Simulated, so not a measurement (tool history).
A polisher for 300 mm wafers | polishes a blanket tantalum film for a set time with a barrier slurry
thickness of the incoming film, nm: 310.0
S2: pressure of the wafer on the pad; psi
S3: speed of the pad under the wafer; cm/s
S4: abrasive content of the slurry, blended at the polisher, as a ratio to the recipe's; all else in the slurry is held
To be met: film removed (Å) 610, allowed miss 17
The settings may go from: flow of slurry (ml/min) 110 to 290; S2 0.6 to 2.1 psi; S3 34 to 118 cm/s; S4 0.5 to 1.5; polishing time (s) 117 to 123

{"run": 1, "day": 0.0, "flow of slurry (ml/min)": 185, "S2": 1.3, "S3": 76, "S4": 1, "polishing time (s)": 117, "film removed (Å)": 1021.7}
{"run": 2, "day": 0.042, "flow of slurry (ml/min)": 185, "S2": 1.3, "S3": 76, "S4": 0.85, "polishing time (s)": 117, "film removed (Å)": 993.48}
{"run": 3, "day": 0.083, "flow of slurry (ml/min)": 185, "S2": 1, "S3": 76, "S4": 0.85, "polishing time (s)": 117, "film removed (Å)": 776.88}
{"run": 4, "day": 0.412, "flow of slurry (ml/min)": 185, "S2": 1, "S3": 58, "S4": 0.85, "polishing time (s)": 117, "film removed (Å)": 644.75}
{"run": 5, "day": 0.696, "flow of slurry (ml/min)": 185, "S2": 1, "S3": 58, "S4": 1, "polishing time (s)": 117, "film removed (Å)": 678.65}
{"run": 6, "day": 0.958, "flow of slurry (ml/min)": 180, "S2": 1, "S3": 58, "S4": 1, "polishing time (s)": 117, "film removed (Å)": 664.81}
{"run": 7, "day": 1.058, "flow of slurry (ml/min)": 170, "S2": 1, "S3": 58, "S4": 1, "polishing time (s)": 117, "film removed (Å)": 652.39}
{"run": 8, "day": 1.217, "flow of slurry (ml/min)": 170, "S2": 1, "S3": 58, "S4": 1, "polishing time (s)": 117, "film removed (Å)": 666.01}
{"run": 9, "day": 1.379, "flow of slurry (ml/min)": 165, "S2": 1, "S3": 58, "S4": 1, "polishing time (s)": 117, "film removed (Å)": 664.22}

Which of these 5 next moves meets every target?
{"run": "A", "day": 1.542, "flow of slurry (ml/min)": 155, "S2": 1.2, "S3": 52, "S4": 0.95, "polishing time (s)": 122, "film removed (Å)": "?"}
{"run": "B", "day": 1.542, "flow of slurry (ml/min)": 175, "S2": 1, "S3": 46, "S4": 1, "polishing time (s)": 121, "film removed (Å)": "?"}
{"run": "C", "day": 1.542, "flow of slurry (ml/min)": 115, "S2": 0.9, "S3": 66, "S4": 1.25, "polishing time (s)": 123, "film removed (Å)": "?"}
{"run": "D", "day": 1.542, "flow of slurry (ml/min)": 170, "S2": 1, "S3": 60, "S4": 1.1, "polishing time (s)": 120, "film removed (Å)": "?"}
{"run": "E", "day": 1.542, "flow of slurry (ml/min)": 175, "S2": 1.1, "S3": 56, "S4": 0.9, "polishing time (s)": 118, "film removed (Å)": "?"}

move=A film_removed_(Å)=761.67
move=B film_removed_(Å)=607.47
move=C film_removed_(Å)=686.36
move=D film_removed_(Å)=717.25
move=E film_removed_(Å)=709.71
A: further off than the last run
B: meets every target
C: further off than the last run
D: further off than the last run
E: further off than the last run
The right move is B.

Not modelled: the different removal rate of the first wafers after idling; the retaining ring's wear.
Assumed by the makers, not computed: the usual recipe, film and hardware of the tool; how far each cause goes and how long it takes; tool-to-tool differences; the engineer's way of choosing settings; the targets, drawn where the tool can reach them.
